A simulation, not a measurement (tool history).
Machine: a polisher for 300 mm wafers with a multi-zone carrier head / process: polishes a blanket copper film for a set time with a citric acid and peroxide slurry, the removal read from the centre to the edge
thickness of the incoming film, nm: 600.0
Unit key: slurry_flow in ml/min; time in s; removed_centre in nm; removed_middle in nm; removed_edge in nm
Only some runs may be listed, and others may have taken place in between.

| run | hour | slurry_flow | centre_zone | middle_zone | edge_zone | slurry_solids | time | removed_centre | removed_middle | removed_edge |
|---|---|---|---|---|---|---|---|---|---|---|
| 1 | 0.0 | 165 | 1.00 | 1.00 | 1.00 | 1.00 | 31 | 41.567 | 41.047 | 41.362 |
| 2 | 7.6 | 175 | 1.02 | 1.01 | 1.02 | 1.05 | 31 | 42.339 | 42.883 | 41.258 |
| 3 | 11.2 | 135 | 1.02 | 1.01 | 1.02 | 1.05 | 31 | 39.455 | 39.886 | 40.909 |
| 4 | 12.9 | 150 | 1.03 | 1.00 | 1.03 | 1.10 | 31 | 42.144 | 41.454 | 42.371 |
| 5 | 19.0 | 165 | 1.04 | 0.99 | 1.05 | 1.15 | 31 | 44.018 | 42.485 | 42.858 |
| 6 | 20.0 | 170 | 1.04 | 0.98 | 1.07 | 1.20 | 31 | 44.643 | 42.274 | 44.401 |
| 7 | 26.4 | 180 | 1.04 | 0.98 | 1.08 | 1.25 | 31 | 46.540 | 42.918 | 45.342 |
| 8 | 31.8 | 190 | 1.04 | 0.99 | 1.09 | 1.25 | 31 | 47.103 | 43.855 | 45.314 |
| 9 | 37.7 | 195 | 1.04 | 1.00 | 1.10 | 1.30 | 31 | 47.049 | 44.768 | 46.620 |

What will run 10 give?
| 10 | 43.5 | 200 | 1.05 | 1.00 | 1.10 | 1.30 | 31 | ? | ? | ? |

{"run 10": {"removed_centre": 47.744, "removed_middle": 45.061, "removed_edge": 46.829}}
